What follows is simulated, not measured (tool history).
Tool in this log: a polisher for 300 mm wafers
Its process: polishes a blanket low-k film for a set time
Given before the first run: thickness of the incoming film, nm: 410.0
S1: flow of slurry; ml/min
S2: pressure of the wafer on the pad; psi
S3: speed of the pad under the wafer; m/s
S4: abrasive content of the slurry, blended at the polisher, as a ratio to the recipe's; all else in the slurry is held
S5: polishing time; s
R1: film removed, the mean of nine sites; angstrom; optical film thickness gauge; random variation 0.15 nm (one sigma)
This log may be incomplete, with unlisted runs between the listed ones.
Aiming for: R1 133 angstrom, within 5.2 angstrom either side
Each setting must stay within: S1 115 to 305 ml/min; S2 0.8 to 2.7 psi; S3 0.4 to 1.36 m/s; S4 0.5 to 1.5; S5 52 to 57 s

run	day	S1	S2	S3	S4	S5	R1
1	0	195	1.7	0.88	1	57	205.43
2	0.204	195	1.6	0.88	1	57	200.71
3	0.375	240	1.6	0.88	1	57	203.14
4	0.471	220	1.6	0.88	1	57	207.33
5	0.496	220	1.6	0.88	1	57	201.94
6	0.517	220	1.4	0.88	1	57	182.51
7	0.746	220	1.3	0.88	1	57	173.62
8	1	220	1.2	0.88	1	57	168.08
9	1.088	220	1.1	0.88	1	57	157.14
10	1.121	220	1.1	0.88	1	57	153.02
11	1.204	215	1	0.88	1	57	146.1
12	1.35	210	1	0.88	1	57	147.36

4 candidate next runs follow, results not yet known. Just one meets every target within its allowed miss. Identify it.
A	1.496	205	1	0.92	1	54	?
B	1.496	205	0.8	0.82	1	55	?
C	1.496	185	1.1	0.82	1.1	54	?
D	1.496	235	0.9	0.84	1.05	55	?

move	R1
A	140.88
B	115.92
C	144.01
D	131.59
A: closes in on the targets versus the last run, not all within tolerance yet
B: takes the biggest miss from the last run beyond its target
C: closes in on the targets versus the last run, not all within tolerance yet
D: every result within its allowed miss
D meets every target.
